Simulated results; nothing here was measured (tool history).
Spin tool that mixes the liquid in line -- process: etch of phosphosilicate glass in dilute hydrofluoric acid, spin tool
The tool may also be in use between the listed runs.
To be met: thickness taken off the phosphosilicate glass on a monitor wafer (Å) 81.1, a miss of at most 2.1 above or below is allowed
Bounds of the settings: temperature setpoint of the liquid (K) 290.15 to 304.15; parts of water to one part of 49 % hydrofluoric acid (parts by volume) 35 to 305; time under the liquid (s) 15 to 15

run	hour	temperature setpoint of the liquid (K)	parts of water to one part of 49 % hydrofluoric acid (parts by volume)	time under the liquid (s)	thickness taken off the phosphosilicate glass on a monitor wafer (Å)
1	0	296.15	170	15	101.96
2	6.6	296.15	120	15	153.65
3	10	296.15	120	15	152.28
4	16.3	296.15	85	15	223.74
5	23.5	295.65	95	15	194.35
6	26.6	295.15	105	15	171.84
7	34.6	294.65	115	15	149.92
8	37.5	294.15	120	15	141.16
9	41.7	293.65	125	15	132.69
10	49.3	293.15	130	15	125.53
11	52.4	292.65	135	15	116.05
12	56	290.15	175	15	78.269

Which of these 4 next moves meets every target?
A	59.6	292.15	190	15	?
B	59.6	290.15	180	15	?
C	59.6	291.15	165	15	?
D	59.6	290.15	170	15	?

move	thickness taken off the phosphosilicate glass on a monitor wafer (Å)
A	76.68
B	75.464
C	86.944
D	80.658
A: moves away from the targets compared with the last run
B: moves away from the targets compared with the last run
C: moves the result that the last run missed by most past its target, out the other side
D: meets every target
The move that meets every target is D.
